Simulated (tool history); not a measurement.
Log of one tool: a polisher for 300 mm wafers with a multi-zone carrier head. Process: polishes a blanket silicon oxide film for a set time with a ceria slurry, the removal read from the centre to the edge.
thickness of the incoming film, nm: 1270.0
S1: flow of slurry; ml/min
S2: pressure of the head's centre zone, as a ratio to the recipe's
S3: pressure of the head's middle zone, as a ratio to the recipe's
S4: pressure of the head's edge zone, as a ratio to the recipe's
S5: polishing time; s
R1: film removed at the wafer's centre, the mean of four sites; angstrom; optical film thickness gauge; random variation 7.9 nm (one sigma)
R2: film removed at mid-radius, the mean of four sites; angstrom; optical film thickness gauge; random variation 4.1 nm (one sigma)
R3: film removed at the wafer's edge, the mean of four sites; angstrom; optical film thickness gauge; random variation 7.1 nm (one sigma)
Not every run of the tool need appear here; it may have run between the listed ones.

Run 1, day 0: S1 250 ml/min, S2 1, S3 1, S4 1, S5 60 s. Result: R1 3770.2 angstrom, R2 3758.5 angstrom, R3 3701.9 angstrom.
Run 2, day 0.204: S1 255 ml/min, S2 1.03, S3 0.98, S4 1.04, S5 65 s. Result: R1 4190.7 angstrom, R2 3987.1 angstrom, R3 4131.5 angstrom.
Run 3, day 0.408: S1 255 ml/min, S2 1.03, S3 0.98, S4 1.07, S5 65 s. Result: R1 4278.2 angstrom, R2 3975.4 angstrom, R3 4253.9 angstrom.
Run 4, day 0.775: S1 265 ml/min, S2 1.06, S3 0.99, S4 1.1, S5 68 s. Result: R1 4703.6 angstrom, R2 4173.8 angstrom, R3 4345.4 angstrom.
Run 5, day 0.846: S1 265 ml/min, S2 1.06, S3 0.99, S4 1.18, S5 68 s. Result: R1 4575.8 angstrom, R2 4205.4 angstrom, R3 4448.3 angstrom.
Run 6, day 1.121: S1 265 ml/min, S2 1.07, S3 0.98, S4 1.18, S5 71 s. Result: R1 4724.5 angstrom, R2 4337.2 angstrom, R3 4826.2 angstrom.
Run 7, day 1.458: S1 270 ml/min, S2 1.09, S3 0.98, S4 1.18, S5 73 s. Result: R1 5110.7 angstrom, R2 4479.7 angstrom, R3 5062.7 angstrom.

What will run 8 give?
Run 8, day 1.717: S1 280 ml/min, S2 1.1, S3 0.99, S4 1.18, S5 74 s. Result: R1 ?, R2 ?, R3 ?.

{"run 8": {"R1": 5300.8, "R2": 4546.7, "R3": 4921.7}}
